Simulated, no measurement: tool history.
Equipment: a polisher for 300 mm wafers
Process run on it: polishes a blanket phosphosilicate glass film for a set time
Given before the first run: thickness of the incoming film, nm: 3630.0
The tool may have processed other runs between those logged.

run,day,flow of slurry (ml/min),pressure of the wafer on the pad (kPa),speed of the pad under the wafer (cm/s),abrasive content of the slurry,polishing time (s),film removed (Å)
1,0,165,27.6,122,1,107,10860
2,0.046,165,27.6,122,0.85,107,10013
3,0.096,165,30.3,124,0.85,107,11186
4,0.312,165,25.5,124,0.85,107,9481
5,0.538,165,28.3,126,0.85,107,10649
6,0.679,165,30.3,126,0.85,107,11511
7,0.912,165,32.4,126,0.85,107,12054
8,1.233,165,34.5,126,0.85,107,12688
9,1.592,165,35.9,126,0.85,107,13339
10,1.796,165,37.2,126,0.85,107,13841
11,2.096,165,37.9,126,0.85,107,14206
12,2.25,165,37.9,126,0.85,107,14003

Run 13 is up next; what results do you expect?
13,2.521,165,38.6,126,0.85,107,?

{"run 13": {"film removed (Å)": 14755}}
